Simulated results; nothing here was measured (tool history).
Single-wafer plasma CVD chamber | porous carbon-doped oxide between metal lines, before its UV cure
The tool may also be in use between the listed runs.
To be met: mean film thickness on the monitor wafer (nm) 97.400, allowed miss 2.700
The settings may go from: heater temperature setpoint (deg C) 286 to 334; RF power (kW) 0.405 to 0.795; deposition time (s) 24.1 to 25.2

run  hour  heater temperature setpoint (deg C)  RF power (kW)  deposition time (s)  mean film thickness on the monitor wafer (nm)
  1   0.0                                  310          0.600                 25.2                                        140.110
  2   4.8                                  310          0.540                 25.2                                        128.120
  3   9.3                                  312          0.520                 25.1                                        120.870
  4  18.0                                  316          0.520                 25.1                                        118.660
  5  22.2                                  312          0.520                 25.1                                        121.980
  6  24.0                                  315          0.510                 25.0                                        117.230
  7  26.9                                  317          0.500                 25.0                                        112.680
  8  33.0                                  319          0.495                 25.0                                        110.960
  9  33.7                                  321          0.490                 25.0                                        107.720
 10  37.3                                  321          0.490                 25.0                                        108.650
 11  38.4                                  321          0.490                 25.0                                        108.400
 12  42.7                                  323          0.485                 25.0                                        105.960
 13  44.0                                  332          0.450                 24.8                                         92.544
 14  48.3                                  331          0.450                 24.8                                         93.251
 15  48.9                                  330          0.450                 24.8                                         93.087
 16  53.5                                  329          0.450                 24.8                                         94.095
 17  56.2                                  328          0.450                 24.8                                         93.840

5 next moves are on the table. One of them brings every result within its allowed miss. Which?
  A  58.9                                  324          0.425                 24.1                                              ?
  B  58.9                                  328          0.480                 24.1                                              ?
  C  58.9                                  327          0.445                 24.1                                              ?
  D  58.9                                  332          0.445                 25.0                                              ?
  E  58.9                                  327          0.440                 24.1                                              ?

move  mean film thickness on the monitor wafer (nm)
   A                                         87.550
   B                                         98.185
   C                                         90.790
   D                                         91.652
   E                                         89.642
A: further off than the last run
B: meets every target
C: further off than the last run
D: further off than the last run
E: further off than the last run
Move B is the one to make.
